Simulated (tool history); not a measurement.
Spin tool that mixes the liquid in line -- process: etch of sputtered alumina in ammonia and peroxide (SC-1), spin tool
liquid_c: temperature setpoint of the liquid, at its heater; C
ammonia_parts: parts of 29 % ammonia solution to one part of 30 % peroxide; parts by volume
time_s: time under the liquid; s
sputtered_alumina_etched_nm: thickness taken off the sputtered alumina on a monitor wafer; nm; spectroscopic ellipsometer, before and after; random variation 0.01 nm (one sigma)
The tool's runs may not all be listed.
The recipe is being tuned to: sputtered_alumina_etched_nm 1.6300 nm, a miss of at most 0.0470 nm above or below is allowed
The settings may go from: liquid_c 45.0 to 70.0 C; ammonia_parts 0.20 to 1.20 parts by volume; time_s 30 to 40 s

run	hour	liquid_c	ammonia_parts	time_s	sputtered_alumina_etched_nm
1	0.0	61.0	0.80	40	2.2253
2	7.9	59.0	0.80	40	1.9879
3	9.0	52.5	0.80	40	1.4079
4	17.9	53.5	0.80	40	1.4820
5	25.4	53.5	0.80	40	1.5011
6	34.1	60.5	0.80	40	2.1626
7	38.1	58.5	0.80	40	1.9413
8	42.0	57.5	0.80	40	1.8319
9	45.6	56.5	0.80	40	1.7294
10	53.2	56.0	0.80	40	1.6953

Which single option among these 5 for the next run brings every result within its allowed miss of target? Just one does.
A	60.8	56.0	0.50	40	?
B	60.8	56.0	0.85	40	?
C	60.8	57.0	0.65	40	?
D	60.8	54.5	0.65	40	?
E	60.8	56.5	0.90	40	?

move	sputtered_alumina_etched_nm
A	1.6169
B	1.7004
C	1.7472
D	1.5309
E	1.7552
A: every result within its allowed miss
B: its largest miss is bigger than the last run's
C: its largest miss is bigger than the last run's
D: the result that was furthest off in the last run now lies on the other side of its target
E: its largest miss is bigger than the last run's
Correct choice: A, which meets every target

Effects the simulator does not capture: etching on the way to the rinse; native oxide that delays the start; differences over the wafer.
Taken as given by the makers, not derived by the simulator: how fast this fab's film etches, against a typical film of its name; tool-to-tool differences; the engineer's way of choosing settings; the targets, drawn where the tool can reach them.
